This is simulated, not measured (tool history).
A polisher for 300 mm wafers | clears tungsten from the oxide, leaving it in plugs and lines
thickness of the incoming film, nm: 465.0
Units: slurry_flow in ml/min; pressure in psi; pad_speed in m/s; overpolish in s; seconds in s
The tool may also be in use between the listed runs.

{"run": 1, "hour": 0.0, "slurry_flow": 180, "pressure": 4.5, "pad_speed": 0.92, "slurry_solids": 1, "overpolish": 9, "seconds": 90.519}
{"run": 2, "hour": 8.0, "slurry_flow": 225, "pressure": 4.5, "pad_speed": 0.92, "slurry_solids": 1, "overpolish": 9, "seconds": 85.875}
{"run": 3, "hour": 11.7, "slurry_flow": 225, "pressure": 4.5, "pad_speed": 0.92, "slurry_solids": 0.9, "overpolish": 9, "seconds": 89.944}
{"run": 4, "hour": 18.8, "slurry_flow": 225, "pressure": 3.8, "pad_speed": 0.92, "slurry_solids": 0.9, "overpolish": 9, "seconds": 103.5}
{"run": 5, "hour": 25.5, "slurry_flow": 255, "pressure": 3.8, "pad_speed": 0.92, "slurry_solids": 0.9, "overpolish": 9, "seconds": 102.76}
{"run": 6, "hour": 31.4, "slurry_flow": 285, "pressure": 3.8, "pad_speed": 0.92, "slurry_solids": 0.9, "overpolish": 9, "seconds": 99.889}
{"run": 7, "hour": 38.7, "slurry_flow": 285, "pressure": 3.7, "pad_speed": 0.92, "slurry_solids": 0.9, "overpolish": 9, "seconds": 103.26}
{"run": 8, "hour": 45.3, "slurry_flow": 285, "pressure": 3.6, "pad_speed": 0.92, "slurry_solids": 0.9, "overpolish": 9, "seconds": 105.88}
{"run": 9, "hour": 52.9, "slurry_flow": 285, "pressure": 3.5, "pad_speed": 0.92, "slurry_solids": 0.9, "overpolish": 9, "seconds": 107.65}
{"run": 10, "hour": 60.2, "slurry_flow": 285, "pressure": 3.4, "pad_speed": 0.92, "slurry_solids": 0.9, "overpolish": 9, "seconds": 113.55}
{"run": 11, "hour": 61.8, "slurry_flow": 285, "pressure": 3.3, "pad_speed": 0.92, "slurry_solids": 0.9, "overpolish": 9, "seconds": 112.73}
{"run": 12, "hour": 63.8, "slurry_flow": 285, "pressure": 3.2, "pad_speed": 0.92, "slurry_solids": 0.9, "overpolish": 9, "seconds": 116.3}
{"run": 13, "hour": 69.6, "slurry_flow": 285, "pressure": 3.1, "pad_speed": 0.92, "slurry_solids": 0.9, "overpolish": 9, "seconds": 117.53}
{"run": 14, "hour": 77.2, "slurry_flow": 285, "pressure": 3, "pad_speed": 0.92, "slurry_solids": 0.9, "overpolish": 9, "seconds": 121.61}

Forecast run 15:
{"run": 15, "hour": 86.1, "slurry_flow": 270, "pressure": 2.5, "pad_speed": 0.92, "slurry_solids": 0.9, "overpolish": 9, "seconds": "?"}

Run 15 gave seconds 139.76 s.

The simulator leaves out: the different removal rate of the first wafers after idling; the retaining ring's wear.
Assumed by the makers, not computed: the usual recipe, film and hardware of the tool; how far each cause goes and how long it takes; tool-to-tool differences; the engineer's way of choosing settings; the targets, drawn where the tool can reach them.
